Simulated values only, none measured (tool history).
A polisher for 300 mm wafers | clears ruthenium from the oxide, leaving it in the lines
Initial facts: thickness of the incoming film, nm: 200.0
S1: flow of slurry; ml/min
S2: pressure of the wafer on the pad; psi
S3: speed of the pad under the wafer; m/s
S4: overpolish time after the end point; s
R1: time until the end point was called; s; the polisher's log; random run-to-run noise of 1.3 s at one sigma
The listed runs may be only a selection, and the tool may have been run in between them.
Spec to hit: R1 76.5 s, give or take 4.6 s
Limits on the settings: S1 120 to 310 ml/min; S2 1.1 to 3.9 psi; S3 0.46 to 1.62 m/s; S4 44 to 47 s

| run | hour | S1 | S2 | S3 | S4 | R1 |
|---|---|---|---|---|---|---|
| 1 | 0 | 200 | 2.5 | 1.04 | 44 | 134.13 |
| 2 | 2.3 | 200 | 2.9 | 1.06 | 44 | 114.07 |
| 3 | 10.8 | 155 | 2.9 | 1.06 | 44 | 116.93 |
| 4 | 11.9 | 155 | 3.2 | 1.08 | 44 | 105.66 |
| 5 | 14.8 | 155 | 3.4 | 1.12 | 44 | 99.161 |
| 6 | 23.2 | 155 | 3.4 | 1.26 | 44 | 89.553 |
| 7 | 28.4 | 155 | 3.4 | 1.26 | 44 | 88.241 |
| 8 | 35 | 155 | 3.5 | 1.26 | 44 | 87.716 |
| 9 | 37.1 | 155 | 3.6 | 1.28 | 44 | 82.506 |

Pick the move, out of 5, that brings all results within their allowed miss; only one does.
| A | 39.2 | 130 | 3.4 | 1.18 | 44 | ? |
| B | 39.2 | 165 | 3.2 | 1.3 | 47 | ? |
| C | 39.2 | 155 | 3.4 | 1.44 | 47 | ? |
| D | 39.2 | 150 | 3.4 | 1.28 | 44 | ? |
| E | 39.2 | 155 | 3.3 | 1.3 | 47 | ? |

| move | R1 |
|---|---|
| A | 95.3 |
| B | 87.921 |
| C | 76.459 |
| D | 86.154 |
| E | 86.527 |
A: its largest miss is bigger than the last run's
B: its largest miss is bigger than the last run's
C: meets every target
D: its largest miss is bigger than the last run's
E: its largest miss is bigger than the last run's
So the answer is move C, the one that meets all the targets.

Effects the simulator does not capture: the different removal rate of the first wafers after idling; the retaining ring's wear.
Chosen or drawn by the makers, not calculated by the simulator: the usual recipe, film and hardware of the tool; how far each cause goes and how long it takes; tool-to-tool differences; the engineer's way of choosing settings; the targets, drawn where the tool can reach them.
